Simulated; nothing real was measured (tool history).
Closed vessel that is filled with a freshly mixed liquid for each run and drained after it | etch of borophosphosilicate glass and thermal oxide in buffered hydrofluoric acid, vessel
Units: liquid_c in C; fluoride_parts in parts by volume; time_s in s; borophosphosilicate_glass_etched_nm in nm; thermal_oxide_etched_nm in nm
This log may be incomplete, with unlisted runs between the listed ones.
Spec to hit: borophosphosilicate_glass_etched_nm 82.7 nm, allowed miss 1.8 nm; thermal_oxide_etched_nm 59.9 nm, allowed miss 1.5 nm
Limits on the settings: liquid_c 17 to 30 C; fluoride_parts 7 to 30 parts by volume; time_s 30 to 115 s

run  hour  liquid_c  fluoride_parts  time_s  borophosphosilicate_glass_etched_nm  thermal_oxide_etched_nm
  1     0        22              19      60                               47.287                   34.339
  2   5.5        22              19      70                                55.78                    40.42
  3    14        22              19      90                               70.982                    51.71
  4  17.2      22.5              19      90                               73.536                   53.456
  5  24.2      22.5              19      70                               57.088                   40.992
  6  31.4        23              19      70                               58.466                   42.606
  7    36        27              18      70                               76.379                   55.767
  8    44        28              18      70                               80.504                   58.601

Next run, 4 choices. One meets every target within its allowed miss, the rest don't. Which?
  A    52      27.5            18.5      75                                    ?                        ?
  B    52        28            25.5      90                                    ?                        ?
  C    52        30              30      90                                    ?                        ?
  D    52        30            21.5      80                                    ?                        ?

move  borophosphosilicate_glass_etched_nm  thermal_oxide_etched_nm
   A                               81.724                   59.523
   B                                 78.9                   57.527
   C                                78.49                   57.294
   D                               87.629                   63.921
A: in spec on every target
B: lands further from the targets than the last run did
C: lands further from the targets than the last run did
D: pushes the last run's worst result past its target
So the answer is move A, the one that meets all the targets.
